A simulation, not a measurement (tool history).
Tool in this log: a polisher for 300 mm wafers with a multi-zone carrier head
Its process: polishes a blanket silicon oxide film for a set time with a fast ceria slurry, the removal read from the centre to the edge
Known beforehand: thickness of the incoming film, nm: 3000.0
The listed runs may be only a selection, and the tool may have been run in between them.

run,hour,flow of slurry (ml/min),pressure of the head's centre zone,pressure of the head's middle zone,pressure of the head's edge zone,polishing time (s),film removed at the wafer's centre (nm),film removed at mid-radius (nm),film removed at the wafer's edge (nm)
1,0,245,1,1,1,90,1059,1031.2,1029.3
2,5.8,255,1.01,1.02,1.04,92,1092.9,1101.6,1058.7
3,13.5,300,1.01,1.02,1.04,92,1111.6,1097.8,1077
4,22.1,300,1.01,1.02,1.06,94,1131.9,1114.1,1116.7
5,31.1,300,1.01,0.93,1.06,94,1135,1046.4,1134.3
6,39.5,300,0.98,0.93,1.06,94,1107.1,1053.8,1140
7,46.7,300,0.99,0.95,1.08,95,1116.3,1098.1,1154.2
8,48.4,305,1,0.96,1.1,96,1129.4,1077.8,1165.7

Estimate the outcome of run 9 from the log above:
9,51.4,310,1.01,1.05,1.06,105,?,?,?

film removed at the wafer's centre (nm): 1272.1
film removed at mid-radius (nm): 1281.5
film removed at the wafer's edge (nm): 1238.8
